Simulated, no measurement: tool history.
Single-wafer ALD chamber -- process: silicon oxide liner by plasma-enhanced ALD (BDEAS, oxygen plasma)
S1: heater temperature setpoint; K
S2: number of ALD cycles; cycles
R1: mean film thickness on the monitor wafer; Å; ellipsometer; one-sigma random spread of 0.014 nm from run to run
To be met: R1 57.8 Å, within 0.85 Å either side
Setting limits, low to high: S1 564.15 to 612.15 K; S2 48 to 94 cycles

run  hour      S1  S2      R1
  1     0  588.15  71  67.669
  2   8.7  588.15  80  76.363
  3  16.7  588.15  89  84.728
  4  22.2  579.15  89  85.679
  5  24.7  580.15  83  80.148
  6  31.4  583.15  78  75.244
  7  38.2  586.15  74  70.649
  8    45  590.15  63   59.95
  9  45.7  591.15  63  59.583
 10    51  591.15  63  59.708
 11  54.6  592.15  63  59.657

Which one of the following 5 next-run settings gets every result inside its allowed miss? There is exactly one.
  A  58.2  582.15  64   ?
  B  58.2  599.15  62   ?
  C  58.2  587.15  64   ?
  D  58.2  588.15  63   ?
  E  58.2  604.15  67   ?

move      R1
   A  61.595
   B  58.035
   C  61.099
   D  60.047
   E  62.196
A: its largest miss is bigger than the last run's
B: every result within its allowed miss
C: its largest miss is bigger than the last run's
D: its largest miss is bigger than the last run's
E: its largest miss is bigger than the last run's
So the answer is move B, the one that meets all the targets.

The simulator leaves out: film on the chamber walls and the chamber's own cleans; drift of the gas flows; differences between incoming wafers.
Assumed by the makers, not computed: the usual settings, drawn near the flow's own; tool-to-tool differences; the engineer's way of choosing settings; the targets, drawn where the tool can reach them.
